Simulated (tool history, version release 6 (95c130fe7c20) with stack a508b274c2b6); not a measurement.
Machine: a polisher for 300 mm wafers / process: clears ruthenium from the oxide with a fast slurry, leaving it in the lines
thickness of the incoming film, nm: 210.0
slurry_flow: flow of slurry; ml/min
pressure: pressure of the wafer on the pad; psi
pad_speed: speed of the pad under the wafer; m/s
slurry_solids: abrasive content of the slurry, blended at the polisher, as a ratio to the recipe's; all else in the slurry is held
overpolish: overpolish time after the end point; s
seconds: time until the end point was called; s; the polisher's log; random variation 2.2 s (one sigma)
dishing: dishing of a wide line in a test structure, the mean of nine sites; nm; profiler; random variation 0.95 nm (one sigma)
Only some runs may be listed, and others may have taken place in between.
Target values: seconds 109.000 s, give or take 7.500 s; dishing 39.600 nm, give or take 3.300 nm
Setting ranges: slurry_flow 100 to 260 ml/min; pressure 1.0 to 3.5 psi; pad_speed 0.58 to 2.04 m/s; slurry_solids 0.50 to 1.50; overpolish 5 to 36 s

Run 1, hour 0.0: slurry_flow 165 ml/min, pressure 2.2 psi, pad_speed 1.30 m/s, slurry_solids 1.00, overpolish 18 s. Result: seconds 52.811 s, dishing 47.901 nm.
Run 2, hour 6.0: slurry_flow 165 ml/min, pressure 1.7 psi, pad_speed 1.30 m/s, slurry_solids 1.00, overpolish 18 s. Result: seconds 65.130 s, dishing 39.295 nm.
Run 3, hour 9.1: slurry_flow 165 ml/min, pressure 1.5 psi, pad_speed 1.24 m/s, slurry_solids 1.00, overpolish 20 s. Result: seconds 76.868 s, dishing 37.243 nm.
Run 4, hour 12.6: slurry_flow 165 ml/min, pressure 1.4 psi, pad_speed 1.22 m/s, slurry_solids 1.00, overpolish 22 s. Result: seconds 82.875 s, dishing 38.534 nm.
Run 5, hour 15.3: slurry_flow 165 ml/min, pressure 1.4 psi, pad_speed 1.48 m/s, slurry_solids 1.00, overpolish 22 s. Result: seconds 67.419 s, dishing 47.417 nm.
Run 6, hour 23.5: slurry_flow 165 ml/min, pressure 1.3 psi, pad_speed 1.40 m/s, slurry_solids 1.00, overpolish 23 s. Result: seconds 76.268 s, dishing 44.674 nm.
Run 7, hour 29.1: slurry_flow 165 ml/min, pressure 1.2 psi, pad_speed 1.34 m/s, slurry_solids 1.00, overpolish 24 s. Result: seconds 81.300 s, dishing 40.049 nm.
Run 8, hour 35.6: slurry_flow 165 ml/min, pressure 1.2 psi, pad_speed 1.28 m/s, slurry_solids 1.00, overpolish 26 s. Result: seconds 88.133 s, dishing 43.801 nm.
Run 9, hour 43.4: slurry_flow 165 ml/min, pressure 1.2 psi, pad_speed 1.24 m/s, slurry_solids 1.00, overpolish 27 s. Result: seconds 86.948 s, dishing 42.041 nm.
Run 10, hour 47.0: slurry_flow 165 ml/min, pressure 1.2 psi, pad_speed 1.20 m/s, slurry_solids 1.00, overpolish 28 s. Result: seconds 92.889 s, dishing 43.142 nm.

Which of these 5 next moves meets every target?
Run A, hour 50.6: slurry_flow 160 ml/min, pressure 1.6 psi, pad_speed 1.30 m/s, slurry_solids 0.95, overpolish 18 s. Result: seconds ?, dishing ?.
Run B, hour 50.6: slurry_flow 160 ml/min, pressure 1.2 psi, pad_speed 1.34 m/s, slurry_solids 1.05, overpolish 24 s. Result: seconds ?, dishing ?.
Run C, hour 50.6: slurry_flow 145 ml/min, pressure 1.0 psi, pad_speed 1.14 m/s, slurry_solids 1.05, overpolish 30 s. Result: seconds ?, dishing ?.
Run D, hour 50.6: slurry_flow 190 ml/min, pressure 1.0 psi, pad_speed 1.36 m/s, slurry_solids 1.05, overpolish 33 s. Result: seconds ?, dishing ?.
Run E, hour 50.6: slurry_flow 170 ml/min, pressure 1.6 psi, pad_speed 1.22 m/s, slurry_solids 0.95, overpolish 27 s. Result: seconds ?, dishing ?.

move  seconds  dishing
   A   74.211   37.918
   B   85.416   43.390
   C  115.690   40.321
   D   93.038   53.508
   E   78.092   52.306
A: the biggest miss grows against the last run
B: the biggest miss grows against the last run
C: all results land within tolerance of their targets
D: the biggest miss grows against the last run
E: the biggest miss grows against the last run
Answer: C
